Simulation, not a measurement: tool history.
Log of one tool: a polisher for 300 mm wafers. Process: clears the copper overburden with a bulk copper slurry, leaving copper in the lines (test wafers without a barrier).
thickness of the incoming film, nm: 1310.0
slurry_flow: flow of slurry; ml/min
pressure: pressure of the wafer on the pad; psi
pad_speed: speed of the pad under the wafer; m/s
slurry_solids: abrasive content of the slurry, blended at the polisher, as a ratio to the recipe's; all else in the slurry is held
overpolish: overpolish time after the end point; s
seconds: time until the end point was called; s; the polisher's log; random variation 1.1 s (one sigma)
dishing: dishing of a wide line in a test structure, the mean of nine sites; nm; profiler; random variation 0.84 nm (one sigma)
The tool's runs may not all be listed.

| run | hour | slurry_flow | pressure | pad_speed | slurry_solids | overpolish | seconds | dishing |
|---|---|---|---|---|---|---|---|---|
| 1 | 0.0 | 285 | 3.4 | 1.16 | 1.00 | 21 | 88.545 | 84.305 |
| 2 | 6.2 | 285 | 3.4 | 1.16 | 1.15 | 21 | 85.752 | 84.737 |
| 3 | 8.0 | 285 | 4.3 | 1.16 | 1.15 | 21 | 67.779 | 91.389 |
| 4 | 9.2 | 235 | 4.3 | 1.16 | 1.15 | 21 | 70.844 | 92.069 |
| 5 | 10.5 | 235 | 4.0 | 1.16 | 1.15 | 21 | 75.641 | 90.693 |
| 6 | 14.3 | 235 | 4.0 | 1.28 | 1.15 | 21 | 67.607 | 89.901 |
| 7 | 21.3 | 235 | 3.8 | 1.28 | 1.15 | 20 | 72.472 | 88.787 |
| 8 | 29.5 | 235 | 3.6 | 1.28 | 1.15 | 19 | 75.428 | 87.619 |

Run 9 comes next. What will it give?
| 9 | 38.5 | 240 | 3.4 | 1.28 | 1.15 | 17 | ? | ? |

Run 9 gave seconds 78.816 s, dishing 80.364 nm.
